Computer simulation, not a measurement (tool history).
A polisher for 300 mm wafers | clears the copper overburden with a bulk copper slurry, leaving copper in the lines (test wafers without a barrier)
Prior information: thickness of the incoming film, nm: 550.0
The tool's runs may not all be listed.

run  hour  flow of slurry (ml/min)  pressure of the wafer on the pad (psi)  speed of the pad under the wafer (cm/s)  abrasive content of the slurry  overpolish time after the end point (s)  time until the end point was called (s)  dishing of a wide line in a test structure (Å)
  1     0                      295                                     1.9                                       92                               1                                        9                                   104.38                                          393.84
  2   8.7                      295                                     1.8                                       92                               1                                       10                                   110.01                                          420.91
  3  11.9                      295                                     1.8                                       92                               1                                        7                                   107.73                                          309.51
  4  20.2                      295                                     1.6                                       92                               1                                        7                                   120.45                                          267.88
  5  26.4                      295                                     1.6                                       92                               1                                        4                                   120.65                                          167.07
  6  33.7                      295                                     1.3                                       92                               1                                        4                                   141.28                                          141.91
  7  40.2                      295                                     1.4                                       90                               1                                        6                                   135.24                                          211.24
  8    44                      295                                     1.6                                       80                            1.05                                       10                                    135.7                                          327.81

Predict the results of run 9:
  9  46.5                      290                                     1.6                                       80                               1                                       10                                        ?                                               ?

time until the end point was called (s): 135.94
dishing of a wide line in a test structure (Å): 335.97
